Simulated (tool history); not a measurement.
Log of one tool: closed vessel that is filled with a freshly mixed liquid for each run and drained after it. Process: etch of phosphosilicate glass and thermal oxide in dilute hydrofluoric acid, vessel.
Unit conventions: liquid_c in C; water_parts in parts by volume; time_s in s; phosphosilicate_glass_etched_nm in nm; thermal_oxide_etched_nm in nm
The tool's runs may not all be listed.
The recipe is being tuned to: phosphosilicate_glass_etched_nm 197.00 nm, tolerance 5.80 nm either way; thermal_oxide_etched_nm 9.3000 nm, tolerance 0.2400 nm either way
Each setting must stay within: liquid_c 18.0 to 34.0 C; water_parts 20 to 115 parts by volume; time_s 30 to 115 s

run,hour,liquid_c,water_parts,time_s,phosphosilicate_glass_etched_nm,thermal_oxide_etched_nm
1,0.0,26.0,65,60,133.56,6.2922
2,3.1,26.0,65,70,155.73,7.3114
3,5.8,26.0,80,70,123.96,5.9044
4,7.9,26.0,70,70,143.32,6.7567
5,12.0,27.0,70,70,148.84,6.9775
6,16.0,28.0,70,70,153.72,7.3396
7,18.8,28.5,70,70,158.10,7.4312
8,20.8,29.5,70,70,162.83,7.7460
9,25.5,30.0,70,70,166.45,7.7960
10,30.0,30.5,70,70,170.88,8.0122
11,34.8,31.0,70,70,173.50,8.3197
12,42.1,31.5,70,70,176.03,8.4752
# hour 51.2: thermometer replaced
13,51.2,34.0,70,70,178.35,8.3300
14,52.4,33.5,65,70,190.40,9.1277

Of the 4 settings listed for the next run, only one would bring every result within its allowed miss of target. Which one?
A,53.6,34.0,60,60,?,?
B,53.6,34.0,85,95,?,?
C,53.6,31.5,70,80,?,?
D,53.6,30.0,60,70,?,?

move,phosphosilicate_glass_etched_nm,thermal_oxide_etched_nm
A,183.73,8.5713
B,197.17,9.1980
C,188.01,8.7708
D,183.96,8.5818
A: further off than the last run
B: every result within its allowed miss
C: further off than the last run
D: further off than the last run
Answer: B

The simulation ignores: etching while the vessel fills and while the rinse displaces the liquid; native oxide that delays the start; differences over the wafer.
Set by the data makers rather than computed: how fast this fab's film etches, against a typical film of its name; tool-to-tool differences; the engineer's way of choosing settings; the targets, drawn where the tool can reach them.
